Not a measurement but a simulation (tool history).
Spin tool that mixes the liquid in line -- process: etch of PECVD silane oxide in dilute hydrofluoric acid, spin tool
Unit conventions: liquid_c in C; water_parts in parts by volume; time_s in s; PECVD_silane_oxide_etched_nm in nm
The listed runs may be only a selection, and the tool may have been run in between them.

run,hour,liquid_c,water_parts,time_s,PECVD_silane_oxide_etched_nm
1,0,26,285,135,10.737
2,1.4,27.5,285,135,11.233
3,9,27.5,285,135,11.193
4,9.5,28.5,280,135,11.941
5,10.5,29.5,280,135,12.253
6,18.6,29.5,330,135,9.923

What does the tool deliver on the next run?
7,22.6,30,320,135,?

PECVD_silane_oxide_etched_nm: 10.48 nm
